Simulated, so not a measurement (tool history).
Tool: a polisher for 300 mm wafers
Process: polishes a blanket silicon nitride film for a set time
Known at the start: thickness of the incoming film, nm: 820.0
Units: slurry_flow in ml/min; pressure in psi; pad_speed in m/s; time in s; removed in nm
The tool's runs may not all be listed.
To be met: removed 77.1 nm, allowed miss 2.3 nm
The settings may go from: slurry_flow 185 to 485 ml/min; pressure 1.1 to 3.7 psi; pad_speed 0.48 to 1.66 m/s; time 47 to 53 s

run	day	slurry_flow	pressure	pad_speed	time	removed
1	0	310	2.4	1.06	53	51.513
2	0.358	245	2.4	1.06	53	49.222
3	0.617	245	2.4	1.06	47	43.843
4	0.942	270	2.5	1.06	47	46.582
5	1.117	270	2.1	1.06	47	39.348
6	1.204	270	2.3	1.06	47	43.634
7	1.479	290	2.4	1.06	47	44.443
8	1.783	290	2.6	1.06	47	48.919
9	2.142	295	3.2	1.08	47	60.072
10	2.375	305	3.3	1.08	47	62.338
11	2.604	305	3.7	1.16	47	72.405
12	2.938	310	3.7	1.18	47	76.149
# day 3.246: worn pad replaced by a new one
13	3.246	315	3.7	1.18	47	80.992
14	3.392	310	3.7	1.18	47	79.634
15	3.5	305	3.7	1.18	47	80.102

5 next moves are on the table. One of them brings every result within its allowed miss. Which?
A	3.608	325	3.5	1.2	47	?
B	3.608	240	3.7	1.16	51	?
C	3.608	285	3.7	1.16	50	?
D	3.608	340	3.5	1.34	48	?
E	3.608	270	3.5	1.34	47	?

move	removed
A	77.13
B	83.26
C	83.28
D	86.06
E	82.381
A: meets every target
B: further off than the last run
C: further off than the last run
D: further off than the last run
E: further off than the last run
Move A is the one to make.

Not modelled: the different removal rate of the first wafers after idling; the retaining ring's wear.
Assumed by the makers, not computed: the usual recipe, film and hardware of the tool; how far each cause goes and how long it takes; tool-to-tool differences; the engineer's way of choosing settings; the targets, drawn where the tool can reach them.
